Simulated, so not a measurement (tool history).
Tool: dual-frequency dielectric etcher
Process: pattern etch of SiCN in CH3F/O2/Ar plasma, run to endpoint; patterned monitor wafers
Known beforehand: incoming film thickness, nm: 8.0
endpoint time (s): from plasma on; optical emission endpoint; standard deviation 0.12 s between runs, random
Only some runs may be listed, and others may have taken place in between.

run  hour  source power (W)  bias power (W)  endpoint time (s)
  1     0               490              84             17.248
  2   3.3               450              79             18.415
  3   6.8               450              92             17.037
  4   8.5               380              92             17.975
  5   9.4               380             100             17.216
  6  16.9               360              94             17.885

What does the tool deliver on the next run?
  7  22.5               340              88                  ?

endpoint time (s): 18.608
